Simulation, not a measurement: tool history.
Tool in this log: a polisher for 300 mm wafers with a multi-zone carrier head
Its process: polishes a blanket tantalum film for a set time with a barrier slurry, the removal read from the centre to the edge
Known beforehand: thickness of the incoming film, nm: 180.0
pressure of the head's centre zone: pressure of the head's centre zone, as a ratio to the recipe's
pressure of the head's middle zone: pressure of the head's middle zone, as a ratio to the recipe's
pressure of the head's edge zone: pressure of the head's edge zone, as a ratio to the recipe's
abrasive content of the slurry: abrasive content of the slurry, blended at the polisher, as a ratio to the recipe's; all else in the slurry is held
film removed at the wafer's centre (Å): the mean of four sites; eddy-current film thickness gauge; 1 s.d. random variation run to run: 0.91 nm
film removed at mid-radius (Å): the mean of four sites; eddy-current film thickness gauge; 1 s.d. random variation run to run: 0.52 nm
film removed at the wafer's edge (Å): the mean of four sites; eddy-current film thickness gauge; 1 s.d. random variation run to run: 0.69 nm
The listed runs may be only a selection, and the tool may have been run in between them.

| run | hour | flow of slurry (ml/min) | pressure of the head's centre zone | pressure of the head's middle zone | pressure of the head's edge zone | abrasive content of the slurry | polishing time (s) | film removed at the wafer's centre (Å) | film removed at mid-radius (Å) | film removed at the wafer's edge (Å) |
|---|---|---|---|---|---|---|---|---|---|---|
| 1 | 0.0 | 180 | 1.00 | 1.00 | 1.00 | 1.00 | 47 | 553.05 | 563.03 | 551.42 |
| 2 | 7.3 | 180 | 1.00 | 1.00 | 1.05 | 1.00 | 47 | 547.43 | 565.10 | 559.31 |
| 3 | 12.8 | 180 | 1.00 | 1.00 | 1.11 | 1.00 | 47 | 544.48 | 569.22 | 567.99 |
| 4 | 14.4 | 190 | 1.00 | 1.03 | 1.12 | 1.15 | 47 | 576.32 | 606.48 | 601.34 |
| 5 | 17.0 | 200 | 0.99 | 1.07 | 1.13 | 1.25 | 47 | 591.21 | 644.71 | 612.50 |
| 6 | 19.0 | 205 | 0.98 | 1.09 | 1.14 | 1.30 | 48 | 611.19 | 675.07 | 644.00 |
| 7 | 19.7 | 215 | 0.98 | 1.11 | 1.15 | 1.35 | 48 | 603.50 | 692.27 | 662.34 |
| 8 | 22.1 | 220 | 0.99 | 1.13 | 1.14 | 1.40 | 48 | 630.81 | 719.96 | 674.33 |

Predict the results of run 9:
| 9 | 25.0 | 230 | 0.99 | 1.15 | 1.14 | 1.40 | 48 | ? | ? | ? |

{"run 9": {"film removed at the wafer's centre (Å)": 640.61, "film removed at mid-radius (Å)": 738.24, "film removed at the wafer's edge (Å)": 674.0}}
